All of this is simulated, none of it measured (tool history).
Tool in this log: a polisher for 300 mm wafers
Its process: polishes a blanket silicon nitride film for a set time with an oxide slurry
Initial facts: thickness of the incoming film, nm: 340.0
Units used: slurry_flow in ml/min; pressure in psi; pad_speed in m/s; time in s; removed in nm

run	hour	slurry_flow	pressure	pad_speed	slurry_solids	time	removed
1	0.0	215	2.6	1.14	1.0	85	52.957
2	3.1	215	2.4	1.08	1.0	85	47.964
3	7.6	215	2.2	1.02	1.0	85	42.579
4	15.2	215	1.6	1.02	1.0	85	33.727
5	23.2	215	1.5	0.98	1.0	85	31.568
6	31.8	215	1.5	0.98	1.0	85	31.777
7	37.6	215	1.5	0.94	1.0	85	30.931
8	43.4	215	1.5	0.90	1.0	85	30.231

Run 9 has not been measured yet. What should we expect?
9	50.0	215	1.5	0.86	1.0	85	?

removed: 29.803 nm
